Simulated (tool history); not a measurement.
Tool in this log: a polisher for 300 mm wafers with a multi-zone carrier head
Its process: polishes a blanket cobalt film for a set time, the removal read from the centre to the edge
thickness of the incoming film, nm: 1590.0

run,hour,flow of slurry (ml/min),pressure of the head's centre zone,pressure of the head's middle zone,pressure of the head's edge zone,polishing time (s),film removed at the wafer's centre (angstrom),film removed at mid-radius (angstrom),film removed at the wafer's edge (angstrom)
1,0.0,270,1.00,1.00,1.00,42,2829.6,2822.3,2941.9
2,5.6,270,1.00,1.00,1.00,38,2535.3,2544.5,2657.5
3,10.7,270,0.99,0.99,0.98,37,2446.0,2468.5,2524.8
4,11.6,270,0.99,0.99,0.98,41,2713.0,2810.9,2801.5
5,13.5,265,0.98,0.98,0.98,39,2576.7,2588.3,2717.6
6,20.2,265,0.90,0.98,0.98,39,2316.6,2536.0,2661.9
7,21.3,265,0.90,0.97,0.96,38,2264.7,2517.0,2611.0
8,28.0,265,0.90,0.96,0.95,36,2159.1,2357.4,2452.0

Run 9, settings as shown, results not yet in. Your forecast:
9,32.6,265,0.90,0.96,0.95,36,?,?,?

For run 9 the tool returned film removed at the wafer's centre (angstrom) 2154.0, film removed at mid-radius (angstrom) 2356.0, film removed at the wafer's edge (angstrom) 2450.7.
